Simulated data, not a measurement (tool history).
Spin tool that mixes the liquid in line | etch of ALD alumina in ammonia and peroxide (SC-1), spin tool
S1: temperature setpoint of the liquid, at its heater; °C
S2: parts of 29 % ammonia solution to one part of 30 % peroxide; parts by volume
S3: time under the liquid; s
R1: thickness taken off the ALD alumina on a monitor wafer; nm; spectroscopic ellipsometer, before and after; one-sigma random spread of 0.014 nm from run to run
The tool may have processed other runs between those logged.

| run | hour | S1 | S2 | S3 | R1 |
|---|---|---|---|---|---|
| 1 | 0 | 61 | 0.6 | 15 | 1.9239 |
| 2 | 8.5 | 64 | 0.6 | 15 | 2.2436 |
| 3 | 10.6 | 69.5 | 0.6 | 15 | 2.9483 |
| 4 | 19.3 | 69.5 | 0.6 | 15 | 2.924 |
| 5 | 21.7 | 69.5 | 0.75 | 15 | 2.9728 |
| 6 | 28 | 64 | 0.75 | 15 | 2.2542 |
| 7 | 29.5 | 63.5 | 0.75 | 15 | 2.2215 |

Run 8 comes next. What will it give?
| 8 | 33.2 | 63.5 | 0.75 | 15 | ? |

R1: 2.2378 nm
